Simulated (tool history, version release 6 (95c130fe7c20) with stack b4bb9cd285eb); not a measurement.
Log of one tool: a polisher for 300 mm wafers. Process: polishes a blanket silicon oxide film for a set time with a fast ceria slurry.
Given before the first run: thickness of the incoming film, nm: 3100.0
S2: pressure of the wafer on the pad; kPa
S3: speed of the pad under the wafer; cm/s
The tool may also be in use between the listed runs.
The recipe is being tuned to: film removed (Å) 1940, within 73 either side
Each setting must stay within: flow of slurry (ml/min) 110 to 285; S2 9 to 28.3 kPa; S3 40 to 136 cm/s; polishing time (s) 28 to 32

{"run": 1, "hour": 0.0, "flow of slurry (ml/min)": 180, "S2": 18.6, "S3": 88, "polishing time (s)": 32, "film removed (Å)": 3907}
{"run": 2, "hour": 8.0, "flow of slurry (ml/min)": 180, "S2": 18.6, "S3": 88, "polishing time (s)": 32, "film removed (Å)": 3927.3}
{"run": 3, "hour": 9.0, "flow of slurry (ml/min)": 180, "S2": 17.2, "S3": 86, "polishing time (s)": 32, "film removed (Å)": 3651.5}
{"run": 4, "hour": 16.8, "flow of slurry (ml/min)": 180, "S2": 13.1, "S3": 86, "polishing time (s)": 32, "film removed (Å)": 2726.8}
{"run": 5, "hour": 20.6, "flow of slurry (ml/min)": 180, "S2": 15.9, "S3": 86, "polishing time (s)": 32, "film removed (Å)": 3285.9}
{"run": 6, "hour": 28.2, "flow of slurry (ml/min)": 180, "S2": 14.5, "S3": 84, "polishing time (s)": 32, "film removed (Å)": 3003.5}
{"run": 7, "hour": 36.6, "flow of slurry (ml/min)": 170, "S2": 9.7, "S3": 70, "polishing time (s)": 32, "film removed (Å)": 1718.4}
{"run": 8, "hour": 37.8, "flow of slurry (ml/min)": 175, "S2": 9.7, "S3": 70, "polishing time (s)": 32, "film removed (Å)": 1733}
{"run": 9, "hour": 41.6, "flow of slurry (ml/min)": 180, "S2": 9.7, "S3": 70, "polishing time (s)": 32, "film removed (Å)": 1740.4}
{"run": 10, "hour": 45.7, "flow of slurry (ml/min)": 185, "S2": 9.7, "S3": 70, "polishing time (s)": 32, "film removed (Å)": 1707.5}

4 next moves are on the table. One of them brings every result within its allowed miss. Which?
{"run": "A", "hour": 49.8, "flow of slurry (ml/min)": 175, "S2": 13.1, "S3": 64, "polishing time (s)": 32, "film removed (Å)": "?"}
{"run": "B", "hour": 49.8, "flow of slurry (ml/min)": 160, "S2": 11.7, "S3": 74, "polishing time (s)": 32, "film removed (Å)": "?"}
{"run": "C", "hour": 49.8, "flow of slurry (ml/min)": 190, "S2": 14.5, "S3": 56, "polishing time (s)": 32, "film removed (Å)": "?"}
{"run": "D", "hour": 49.8, "flow of slurry (ml/min)": 170, "S2": 9.7, "S3": 82, "polishing time (s)": 32, "film removed (Å)": "?"}

move=A film_removed_(Å)=2094
move=B film_removed_(Å)=2106.6
move=C film_removed_(Å)=2082.1
move=D film_removed_(Å)=1934
A: takes the biggest miss from the last run beyond its target
B: takes the biggest miss from the last run beyond its target
C: takes the biggest miss from the last run beyond its target
D: all results in spec
D is the move that brings every result within its allowed miss.

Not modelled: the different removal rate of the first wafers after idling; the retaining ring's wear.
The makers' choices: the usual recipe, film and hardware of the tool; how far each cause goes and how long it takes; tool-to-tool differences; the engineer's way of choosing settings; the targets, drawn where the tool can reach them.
